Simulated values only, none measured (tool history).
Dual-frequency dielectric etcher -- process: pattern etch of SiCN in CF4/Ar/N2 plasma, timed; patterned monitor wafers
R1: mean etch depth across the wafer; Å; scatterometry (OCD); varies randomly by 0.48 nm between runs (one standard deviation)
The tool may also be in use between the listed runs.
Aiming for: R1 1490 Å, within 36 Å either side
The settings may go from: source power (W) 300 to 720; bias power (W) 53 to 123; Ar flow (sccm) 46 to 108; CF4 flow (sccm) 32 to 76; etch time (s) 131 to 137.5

{"run": 1, "hour": 0.0, "source power (W)": 510, "bias power (W)": 88, "Ar flow (sccm)": 77, "CF4 flow (sccm)": 54, "etch time (s)": 131, "R1": 1199.6}
{"run": 2, "hour": 1.6, "source power (W)": 510, "bias power (W)": 88, "Ar flow (sccm)": 68, "CF4 flow (sccm)": 54, "etch time (s)": 131, "R1": 1223.3}
{"run": 3, "hour": 8.4, "source power (W)": 550, "bias power (W)": 89, "Ar flow (sccm)": 68, "CF4 flow (sccm)": 54, "etch time (s)": 131, "R1": 1265.5}
{"run": 4, "hour": 16.9, "source power (W)": 590, "bias power (W)": 91, "Ar flow (sccm)": 68, "CF4 flow (sccm)": 54, "etch time (s)": 131, "R1": 1328.4}
{"run": 5, "hour": 21.0, "source power (W)": 620, "bias power (W)": 92, "Ar flow (sccm)": 68, "CF4 flow (sccm)": 54, "etch time (s)": 131, "R1": 1375.5}
{"run": 6, "hour": 23.3, "source power (W)": 650, "bias power (W)": 92, "Ar flow (sccm)": 68, "CF4 flow (sccm)": 54, "etch time (s)": 131, "R1": 1397.5}
{"run": 7, "hour": 28.5, "source power (W)": 670, "bias power (W)": 93, "Ar flow (sccm)": 68, "CF4 flow (sccm)": 54, "etch time (s)": 131, "R1": 1422.2}
{"run": 8, "hour": 32.1, "source power (W)": 670, "bias power (W)": 93, "Ar flow (sccm)": 68, "CF4 flow (sccm)": 54, "etch time (s)": 131, "R1": 1427}

Which single option among these 5 for the next run brings every result within its allowed miss of target? Just one does.
{"run": "A", "hour": 35.7, "source power (W)": 670, "bias power (W)": 95, "Ar flow (sccm)": 67, "CF4 flow (sccm)": 52, "etch time (s)": 135.5, "R1": "?"}
{"run": "B", "hour": 35.7, "source power (W)": 660, "bias power (W)": 83, "Ar flow (sccm)": 67, "CF4 flow (sccm)": 57, "etch time (s)": 135, "R1": "?"}
{"run": "C", "hour": 35.7, "source power (W)": 720, "bias power (W)": 77, "Ar flow (sccm)": 73, "CF4 flow (sccm)": 50, "etch time (s)": 134, "R1": "?"}
{"run": "D", "hour": 35.7, "source power (W)": 640, "bias power (W)": 88, "Ar flow (sccm)": 59, "CF4 flow (sccm)": 65, "etch time (s)": 132, "R1": "?"}
{"run": "E", "hour": 35.7, "source power (W)": 600, "bias power (W)": 96, "Ar flow (sccm)": 66, "CF4 flow (sccm)": 65, "etch time (s)": 132.5, "R1": "?"}

move=A R1=1491.7
move=B R1=1419.1
move=C R1=1394
move=D R1=1437.8
move=E R1=1427.5
A: meets every target
B: moves away from the targets compared with the last run
C: moves away from the targets compared with the last run
D: an improvement on the last run, though not all results are within tolerance
E: about as far from the targets as the last run
A meets every target.
